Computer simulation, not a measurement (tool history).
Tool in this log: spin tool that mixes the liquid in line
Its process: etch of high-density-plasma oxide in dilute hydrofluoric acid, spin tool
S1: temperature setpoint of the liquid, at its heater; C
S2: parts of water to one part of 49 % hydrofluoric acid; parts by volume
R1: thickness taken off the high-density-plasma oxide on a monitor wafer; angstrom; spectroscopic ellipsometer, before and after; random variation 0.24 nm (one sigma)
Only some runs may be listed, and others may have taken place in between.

Run 1, hour 0: S1 25 C, S2 195 parts by volume, time under the liquid (s) 315. Result: R1 132.79 angstrom.
Run 2, hour 5.7: S1 26.5 C, S2 180 parts by volume, time under the liquid (s) 315. Result: R1 153.86 angstrom.
Run 3, hour 6.5: S1 27.5 C, S2 165 parts by volume, time under the liquid (s) 315. Result: R1 174.03 angstrom.
Run 4, hour 12: S1 30 C, S2 165 parts by volume, time under the liquid (s) 315. Result: R1 193.14 angstrom.
Run 5, hour 19.1: S1 32.5 C, S2 165 parts by volume, time under the liquid (s) 315. Result: R1 211.82 angstrom.
At hour 21.5: hydrofluoric acid flow meter replaced.
Run 6, hour 21.5: S1 32.5 C, S2 155 parts by volume, time under the liquid (s) 315. Result: R1 214.1 angstrom.
Run 7, hour 29.2: S1 33 C, S2 90 parts by volume, time under the liquid (s) 315. Result: R1 414.38 angstrom.
Run 8, hour 32.1: S1 31 C, S2 90 parts by volume, time under the liquid (s) 315. Result: R1 383.43 angstrom.
Run 9, hour 36.2: S1 29.5 C, S2 90 parts by volume, time under the liquid (s) 315. Result: R1 358.95 angstrom.
Run 10, hour 40.7: S1 28.5 C, S2 90 parts by volume, time under the liquid (s) 315. Result: R1 345 angstrom.

Forecast run 11:
Run 11, hour 42.4: S1 27.5 C, S2 90 parts by volume, time under the liquid (s) 315. Result: R1 ?.

{"run 11": {"R1": 334.2}}
